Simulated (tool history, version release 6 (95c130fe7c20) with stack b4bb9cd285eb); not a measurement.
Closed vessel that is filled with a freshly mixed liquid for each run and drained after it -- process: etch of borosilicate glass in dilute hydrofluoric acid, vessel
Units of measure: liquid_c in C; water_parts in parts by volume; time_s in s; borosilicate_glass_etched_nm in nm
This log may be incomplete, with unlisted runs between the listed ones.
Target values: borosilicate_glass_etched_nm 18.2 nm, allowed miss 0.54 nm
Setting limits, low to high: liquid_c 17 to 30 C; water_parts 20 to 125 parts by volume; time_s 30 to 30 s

run    day  liquid_c  water_parts  time_s  borosilicate_glass_etched_nm
  1      0        22           70      30                        6.8453
  2  0.104        24           60      30                        8.7187
  3  0.338      25.5           50      30                        11.434
  4  0.704        28           50      30                        12.691
  5  0.925      28.5           45      30                        14.311
  6  1.262      28.5           45      30                        14.472
  7    1.3        29           45      30                        14.711
  8  1.379      29.5           40      30                        16.902
  9  1.638      29.5           40      30                        17.071
 10  1.892        30           35      30                         19.74
 11  2.104      29.5           35      30                        19.649

Of the 4 settings listed for the next run, only one would bring every result within its allowed miss of target. Which one?
  A  2.317        27           30      30                             ?
  B  2.317      29.5           40      30                             ?
  C  2.317        30           35      30                             ?
  D  2.317        28           35      30                             ?

move  borosilicate_glass_etched_nm
   A                        20.529
   B                        16.777
   C                        19.712
   D                        18.192
A: its largest miss is bigger than the last run's
B: carries the result that was furthest off beyond its target, to the other side
C: just as far off the targets as the last run
D: each result inside its tolerance
Go with D: it meets all targets.
